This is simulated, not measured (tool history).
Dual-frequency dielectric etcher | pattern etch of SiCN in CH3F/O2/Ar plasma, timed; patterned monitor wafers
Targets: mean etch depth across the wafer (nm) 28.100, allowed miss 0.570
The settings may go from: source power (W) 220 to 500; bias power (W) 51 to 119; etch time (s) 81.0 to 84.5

run	hour	source power (W)	bias power (W)	etch time (s)	mean etch depth across the wafer (nm)
1	0.0	360	85	81.0	31.280
2	0.7	410	85	81.0	32.577
3	5.5	410	85	84.5	33.964
4	11.4	410	85	84.5	33.992
5	19.1	400	82	84.5	33.306
6	21.8	390	80	84.5	32.471
7	22.4	380	79	84.5	32.161
8	25.4	370	78	84.5	31.556
9	31.8	360	77	84.5	30.960
10	34.0	350	77	84.5	30.857
11	36.2	340	77	84.5	30.476

4 next moves are on the table. One of them brings every result within its allowed miss. Which?
A	38.4	310	70	83.5	?
B	38.4	340	78	82.0	?
C	38.4	410	53	83.5	?
D	38.4	400	60	83.0	?

move	mean etch depth across the wafer (nm)
A	27.903
B	29.373
C	29.017
D	29.490
A: meets every target
B: nearer than the last run, and not there yet
C: nearer than the last run, and not there yet
D: nearer than the last run, and not there yet
Answer: A
